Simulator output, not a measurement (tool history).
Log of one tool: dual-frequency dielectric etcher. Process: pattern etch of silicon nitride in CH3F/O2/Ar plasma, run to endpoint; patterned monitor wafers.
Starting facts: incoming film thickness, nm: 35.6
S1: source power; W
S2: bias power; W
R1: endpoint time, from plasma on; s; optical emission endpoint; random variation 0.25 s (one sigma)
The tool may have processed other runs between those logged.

run,hour,S1,S2,R1
1,0.0,540,101,43.547
2,7.5,540,93,44.633
3,9.0,540,85,46.225
4,17.9,540,73,48.747
5,23.9,540,65,49.896
6,32.1,540,61,51.485
7,37.5,580,69,47.405

What does the tool deliver on the next run?
8,41.3,620,73,?

R1: 44.525 s
